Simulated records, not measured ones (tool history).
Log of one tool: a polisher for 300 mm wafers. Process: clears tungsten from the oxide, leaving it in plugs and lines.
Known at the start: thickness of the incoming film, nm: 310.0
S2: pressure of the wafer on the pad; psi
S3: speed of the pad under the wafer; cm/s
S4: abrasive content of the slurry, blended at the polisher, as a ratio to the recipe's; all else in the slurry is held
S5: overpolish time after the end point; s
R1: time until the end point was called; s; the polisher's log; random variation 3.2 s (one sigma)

run 1 day=0 | flow_of_slurry_(ml/min)=320 S2=2.5 S3=124 S4=1 S5=6 | R1=73.573
run 2 day=0.038 | flow_of_slurry_(ml/min)=320 S2=2.5 S3=124 S4=1.2 S5=6 | R1=72.39
run 3 day=0.158 | flow_of_slurry_(ml/min)=315 S2=2 S3=104 S4=1.2 S5=6 | R1=101.3
run 4 day=0.396 | flow_of_slurry_(ml/min)=315 S2=2 S3=104 S4=1.2 S5=6 | R1=102.18
run 5 day=0.475 | flow_of_slurry_(ml/min)=315 S2=2 S3=104 S4=1.1 S5=6 | R1=106.32
run 6 day=0.846 | flow_of_slurry_(ml/min)=315 S2=1.7 S3=92 S4=1.1 S5=6 | R1=135.46
run 7 day=0.946 | flow_of_slurry_(ml/min)=315 S2=1.5 S3=86 S4=1.1 S5=6 | R1=162.99

The next listed run, before its measurement:
run 8 day=1.258 | flow_of_slurry_(ml/min)=315 S2=1.4 S3=84 S4=1.1 S5=6 | R1=?

{"run 8": {"R1": 175.31}}
